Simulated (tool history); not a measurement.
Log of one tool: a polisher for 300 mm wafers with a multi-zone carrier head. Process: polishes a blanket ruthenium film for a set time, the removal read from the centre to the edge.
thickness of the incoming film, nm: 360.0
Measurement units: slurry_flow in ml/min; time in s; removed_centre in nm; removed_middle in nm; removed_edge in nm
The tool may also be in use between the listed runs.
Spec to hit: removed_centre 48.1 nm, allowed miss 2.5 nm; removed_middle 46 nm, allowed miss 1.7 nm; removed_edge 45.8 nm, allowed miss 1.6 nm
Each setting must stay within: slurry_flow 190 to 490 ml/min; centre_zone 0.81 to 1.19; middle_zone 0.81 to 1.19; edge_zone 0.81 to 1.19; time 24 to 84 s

Run 1, hour 0: slurry_flow 315 ml/min, centre_zone 1, middle_zone 1, edge_zone 1, time 54 s. Result: removed_centre 34.678 nm, removed_middle 33.972 nm, removed_edge 33.83 nm.
Run 2, hour 7.4: slurry_flow 240 ml/min, centre_zone 1, middle_zone 1, edge_zone 1, time 54 s. Result: removed_centre 32.696 nm, removed_middle 33.483 nm, removed_edge 34.225 nm.
Run 3, hour 11.4: slurry_flow 240 ml/min, centre_zone 1, middle_zone 0.95, edge_zone 1, time 54 s. Result: removed_centre 32.419 nm, removed_middle 32.924 nm, removed_edge 34.143 nm.
Run 4, hour 17.6: slurry_flow 240 ml/min, centre_zone 1, middle_zone 0.95, edge_zone 0.95, time 54 s. Result: removed_centre 33.131 nm, removed_middle 32.45 nm, removed_edge 32.819 nm.
Run 5, hour 21.8: slurry_flow 245 ml/min, centre_zone 1.02, middle_zone 0.97, edge_zone 0.97, time 56 s. Result: removed_centre 35.649 nm, removed_middle 34.368 nm, removed_edge 34.482 nm.
Run 6, hour 22.8: slurry_flow 245 ml/min, centre_zone 1.03, middle_zone 0.99, edge_zone 0.99, time 58 s. Result: removed_centre 36.464 nm, removed_middle 36.089 nm, removed_edge 36.003 nm.
Run 7, hour 29.3: slurry_flow 245 ml/min, centre_zone 1.03, middle_zone 0.99, edge_zone 0.99, time 58 s. Result: removed_centre 36.708 nm, removed_middle 36.151 nm, removed_edge 36.261 nm.
Run 8, hour 37.3: slurry_flow 250 ml/min, centre_zone 1.05, middle_zone 1, edge_zone 1.01, time 60 s. Result: removed_centre 39.714 nm, removed_middle 37.691 nm, removed_edge 38.861 nm.
Run 9, hour 43.7: slurry_flow 255 ml/min, centre_zone 1.06, middle_zone 1.02, edge_zone 1.02, time 61 s. Result: removed_centre 39.303 nm, removed_middle 38.836 nm, removed_edge 39.009 nm.
Run 10, hour 52.6: slurry_flow 260 ml/min, centre_zone 1.08, middle_zone 1.03, edge_zone 1.03, time 62 s. Result: removed_centre 41.178 nm, removed_middle 39.626 nm, removed_edge 39.519 nm.
Run 11, hour 61.3: slurry_flow 260 ml/min, centre_zone 1.09, middle_zone 1.04, edge_zone 1.04, time 63 s. Result: removed_centre 42.195 nm, removed_middle 39.394 nm, removed_edge 41.461 nm.
Run 12, hour 66.8: slurry_flow 265 ml/min, centre_zone 1.09, middle_zone 1.05, edge_zone 1.04, time 64 s. Result: removed_centre 44.408 nm, removed_middle 41.541 nm, removed_edge 40.736 nm.
Run 13, hour 73.5: slurry_flow 265 ml/min, centre_zone 1.09, middle_zone 1.05, edge_zone 1.04, time 64 s. Result: removed_centre 42.861 nm, removed_middle 41.745 nm, removed_edge 41.316 nm.
Run 14, hour 79.3: slurry_flow 270 ml/min, centre_zone 1.1, middle_zone 1.06, edge_zone 1.05, time 65 s. Result: removed_centre 43.419 nm, removed_middle 42.676 nm, removed_edge 42.141 nm.
Run 15, hour 85.6: slurry_flow 270 ml/min, centre_zone 1.11, middle_zone 1.06, edge_zone 1.06, time 66 s. Result: removed_centre 45.777 nm, removed_middle 43.036 nm, removed_edge 42.681 nm.
Run 16, hour 86.9: slurry_flow 265 ml/min, centre_zone 1.11, middle_zone 1.06, edge_zone 1.07, time 67 s. Result: removed_centre 45.704 nm, removed_middle 43.867 nm, removed_edge 43.336 nm.
Run 17, hour 87.6: slurry_flow 260 ml/min, centre_zone 1.11, middle_zone 1.06, edge_zone 1.07, time 68 s. Result: removed_centre 46.783 nm, removed_middle 44.186 nm, removed_edge 44.909 nm.

Next run, 5 choices. One meets every target within its allowed miss, the rest don't. Which?
Run A, hour 88.3: slurry_flow 255 ml/min, centre_zone 1.16, middle_zone 1.11, edge_zone 1.04, time 66 s. Result: removed_centre ?, removed_middle ?, removed_edge ?.
Run B, hour 88.3: slurry_flow 280 ml/min, centre_zone 1.14, middle_zone 1.14, edge_zone 1.07, time 65 s. Result: removed_centre ?, removed_middle ?, removed_edge ?.
Run C, hour 88.3: slurry_flow 300 ml/min, centre_zone 1.1, middle_zone 1.07, edge_zone 1.08, time 70 s. Result: removed_centre ?, removed_middle ?, removed_edge ?.
Run D, hour 88.3: slurry_flow 245 ml/min, centre_zone 1.12, middle_zone 1.05, edge_zone 1.07, time 67 s. Result: removed_centre ?, removed_middle ?, removed_edge ?.
Run E, hour 88.3: slurry_flow 365 ml/min, centre_zone 1.02, middle_zone 1.15, edge_zone 0.93, time 69 s. Result: removed_centre ?, removed_middle ?, removed_edge ?.

move  removed_centre  removed_middle  removed_edge
   A           46.49          44.275        41.769
   B          45.317          44.682        41.911
   C          47.301           46.34        45.538
   D          45.401          43.203        42.939
   E          43.826          48.571        42.122
A: moves away from the targets compared with the last run
B: gets the furthest-off result to its target, but another result is out of tolerance
C: all results land within tolerance of their targets
D: moves away from the targets compared with the last run
E: pushes the last run's worst result past its target
Correct choice: C, which meets every target
